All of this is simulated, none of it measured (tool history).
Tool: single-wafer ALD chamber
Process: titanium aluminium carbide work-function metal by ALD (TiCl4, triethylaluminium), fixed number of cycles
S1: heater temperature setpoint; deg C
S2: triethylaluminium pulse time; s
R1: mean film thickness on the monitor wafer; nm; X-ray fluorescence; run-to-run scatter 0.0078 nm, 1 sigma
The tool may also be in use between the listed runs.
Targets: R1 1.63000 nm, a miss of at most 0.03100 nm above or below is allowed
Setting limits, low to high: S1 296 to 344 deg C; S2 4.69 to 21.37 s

| run | hour | S1 | S2 | R1 |
|---|---|---|---|---|
| 1 | 0.0 | 320 | 13.03 | 2.44240 |
| 2 | 1.8 | 315 | 11.41 | 2.34690 |
| 3 | 7.1 | 311 | 11.41 | 2.32250 |
| 4 | 14.3 | 311 | 8.36 | 2.07860 |
| 5 | 17.6 | 315 | 8.36 | 2.13040 |
| 6 | 25.7 | 311 | 8.36 | 2.08440 |
| 7 | 31.4 | 299 | 4.69 | 0.62668 |
| 8 | 38.1 | 302 | 4.69 | 0.63610 |
| 9 | 44.6 | 306 | 4.69 | 0.64980 |
| 10 | 53.6 | 313 | 4.85 | 0.80265 |
| 11 | 58.6 | 319 | 5.15 | 1.04370 |
| 12 | 65.5 | 319 | 5.15 | 1.04570 |
| 13 | 68.4 | 324 | 5.16 | 1.07940 |
| 14 | 71.2 | 328 | 5.38 | 1.24990 |
| 15 | 80.2 | 331 | 5.44 | 1.30350 |
| 16 | 86.7 | 333 | 5.52 | 1.37160 |
| 17 | 91.1 | 335 | 5.56 | 1.39960 |
| 18 | 100.0 | 344 | 9.73 | 2.58360 |
| 19 | 102.4 | 337 | 9.69 | 2.49300 |
| 20 | 105.2 | 330 | 9.66 | 2.39660 |

Of the 5 settings listed for the next run, only one would bring every result within its allowed miss of target. Which one?
| A | 108.0 | 310 | 6.37 | ? |
| B | 108.0 | 325 | 6.24 | ? |
| C | 108.0 | 317 | 6.39 | ? |
| D | 108.0 | 328 | 6.25 | ? |
| E | 108.0 | 324 | 6.89 | ? |

| move | R1 |
|---|---|
| A | 1.61840 |
| B | 1.68170 |
| C | 1.67970 |
| D | 1.70850 |
| E | 1.90400 |
A: every result within its allowed miss
B: closes in on the targets versus the last run, not all within tolerance yet
C: closes in on the targets versus the last run, not all within tolerance yet
D: closes in on the targets versus the last run, not all within tolerance yet
E: closes in on the targets versus the last run, not all within tolerance yet
A is the move that brings every result within its allowed miss.

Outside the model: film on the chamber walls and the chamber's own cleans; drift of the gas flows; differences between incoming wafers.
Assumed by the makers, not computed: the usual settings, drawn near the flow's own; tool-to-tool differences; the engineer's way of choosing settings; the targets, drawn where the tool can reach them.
